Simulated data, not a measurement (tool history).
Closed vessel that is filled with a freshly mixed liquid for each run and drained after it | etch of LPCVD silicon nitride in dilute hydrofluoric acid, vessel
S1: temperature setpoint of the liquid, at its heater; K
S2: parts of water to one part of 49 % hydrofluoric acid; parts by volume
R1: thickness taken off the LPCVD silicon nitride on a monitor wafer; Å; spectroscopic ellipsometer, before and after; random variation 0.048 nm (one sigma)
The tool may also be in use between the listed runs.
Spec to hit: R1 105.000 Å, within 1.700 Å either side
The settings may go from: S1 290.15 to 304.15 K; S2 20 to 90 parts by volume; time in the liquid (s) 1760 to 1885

{"run": 1, "hour": 0.0, "S1": 296.15, "S2": 50, "time in the liquid (s)": 1760, "R1": 171.17}
{"run": 2, "hour": 4.0, "S1": 296.15, "S2": 50, "time in the liquid (s)": 1885, "R1": 182.17}
{"run": 3, "hour": 8.4, "S1": 296.15, "S2": 50, "time in the liquid (s)": 1885, "R1": 183.32}
{"run": 4, "hour": 10.6, "S1": 294.65, "S2": 50, "time in the liquid (s)": 1885, "R1": 165.77}
{"run": 5, "hour": 15.8, "S1": 294.65, "S2": 65, "time in the liquid (s)": 1885, "R1": 126.96}
{"run": 6, "hour": 19.0, "S1": 294.15, "S2": 65, "time in the liquid (s)": 1885, "R1": 122.89}
{"run": 7, "hour": 23.8, "S1": 293.65, "S2": 65, "time in the liquid (s)": 1885, "R1": 118.56}
{"run": 8, "hour": 30.5, "S1": 293.15, "S2": 65, "time in the liquid (s)": 1885, "R1": 115.15}
{"run": 9, "hour": 34.0, "S1": 292.65, "S2": 65, "time in the liquid (s)": 1885, "R1": 110.4}
{"run": 10, "hour": 36.3, "S1": 292.15, "S2": 65, "time in the liquid (s)": 1885, "R1": 107.16}

Which of these 4 next moves meets every target?
{"run": "A", "hour": 38.6, "S1": 292.15, "S2": 65, "time in the liquid (s)": 1855, "R1": "?"}
{"run": "B", "hour": 38.6, "S1": 293.15, "S2": 75, "time in the liquid (s)": 1870, "R1": "?"}
{"run": "C", "hour": 38.6, "S1": 292.15, "S2": 60, "time in the liquid (s)": 1760, "R1": "?"}
{"run": "D", "hour": 38.6, "S1": 292.15, "S2": 65, "time in the liquid (s)": 1770, "R1": "?"}

move=A R1=105.690
move=B R1=99.316
move=C R1=108.400
move=D R1=100.850
A: each result inside its tolerance
B: takes the result that was furthest off past its target
C: lands further from the targets than the last run did
D: takes the result that was furthest off past its target
Move A is the one to make.
